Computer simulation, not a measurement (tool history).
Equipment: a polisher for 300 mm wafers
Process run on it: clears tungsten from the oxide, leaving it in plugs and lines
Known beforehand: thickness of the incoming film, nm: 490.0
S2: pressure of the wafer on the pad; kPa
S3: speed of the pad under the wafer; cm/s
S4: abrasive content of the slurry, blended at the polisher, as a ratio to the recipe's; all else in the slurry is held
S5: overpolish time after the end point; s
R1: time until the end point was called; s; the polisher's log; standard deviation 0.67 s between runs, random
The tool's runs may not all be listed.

run 1 day=0 | flow_of_slurry_(ml/min)=215 S2=23.4 S3=114 S4=1 S5=5 | R1=94.671
run 2 day=0.308 | flow_of_slurry_(ml/min)=215 S2=28.3 S3=114 S4=1 S5=5 | R1=84.975
run 3 day=0.492 | flow_of_slurry_(ml/min)=215 S2=29.6 S3=116 S4=1 S5=5 | R1=81.263
run 4 day=0.75 | flow_of_slurry_(ml/min)=215 S2=29.6 S3=116 S4=1.1 S5=5 | R1=77.52
run 5 day=0.888 | flow_of_slurry_(ml/min)=215 S2=25.5 S3=116 S4=1.1 S5=5 | R1=85.267
run 6 day=1.042 | flow_of_slurry_(ml/min)=215 S2=27.6 S3=118 S4=1.1 S5=5 | R1=79.904
run 7 day=1.4 | flow_of_slurry_(ml/min)=215 S2=29 S3=118 S4=1.1 S5=5 | R1=78.441
run 8 day=1.658 | flow_of_slurry_(ml/min)=215 S2=30.3 S3=120 S4=1.1 S5=5 | R1=75.53

For run 9, what comes out?
run 9 day=1.988 | flow_of_slurry_(ml/min)=215 S2=31 S3=122 S4=1.1 S5=5 | R1=?

Run 9 came out at R1 72.215 s.
